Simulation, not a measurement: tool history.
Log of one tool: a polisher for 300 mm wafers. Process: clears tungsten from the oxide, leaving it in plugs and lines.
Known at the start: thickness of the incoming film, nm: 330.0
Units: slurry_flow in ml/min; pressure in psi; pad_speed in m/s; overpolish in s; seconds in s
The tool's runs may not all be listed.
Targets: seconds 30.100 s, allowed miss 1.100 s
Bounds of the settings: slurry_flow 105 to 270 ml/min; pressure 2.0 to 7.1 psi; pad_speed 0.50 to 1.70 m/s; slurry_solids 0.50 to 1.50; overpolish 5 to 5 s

run,hour,slurry_flow,pressure,pad_speed,slurry_solids,overpolish,seconds
1,0.0,175,4.5,1.10,1.00,5,49.610
2,2.9,175,4.5,0.88,1.00,5,61.098
3,4.7,175,4.5,0.78,1.00,5,66.202
4,10.0,175,4.8,0.80,1.00,5,62.443
5,17.7,175,4.8,0.80,0.80,5,64.187
6,22.9,175,4.8,0.80,0.80,5,64.062
7,24.1,175,5.1,0.84,0.80,5,57.488
8,26.6,175,5.4,0.86,0.80,5,53.018
9,30.6,175,5.6,0.88,0.80,5,51.120
10,36.6,175,5.8,0.92,0.80,5,47.685
11,41.5,175,6.0,0.94,0.80,5,44.874
12,50.4,175,6.1,0.96,0.80,5,42.754
13,51.1,175,6.2,0.98,0.80,5,42.045
14,53.6,175,6.3,1.00,0.80,5,39.826
15,56.7,175,6.4,1.02,0.80,5,38.996
16,60.6,175,6.5,1.04,0.80,5,37.930
17,67.0,175,6.6,1.06,0.80,5,37.063
18,75.0,175,6.7,1.08,0.80,5,34.836
19,81.7,175,6.8,1.08,0.80,5,35.367
20,83.7,175,6.8,1.10,0.80,5,35.253
21,90.1,175,6.8,1.12,0.80,5,34.398
22,95.0,175,6.8,1.14,0.80,5,33.527
23,97.3,180,7.0,1.18,0.80,5,31.595

5 next moves are on the table. One of them brings every result within its allowed miss. Which?
A,99.6,205,7.1,1.26,0.60,5,?
B,99.6,190,7.1,1.08,0.85,5,?
C,99.6,205,7.1,1.12,0.75,5,?
D,99.6,180,7.1,1.00,1.05,5,?
E,99.6,195,6.9,1.16,0.80,5,?

move,seconds
A,29.823
B,32.481
C,31.909
D,33.601
E,31.597
A: meets every target
B: further off than the last run
C: further off than the last run
D: further off than the last run
E: as far off as the last run
The right move is A.
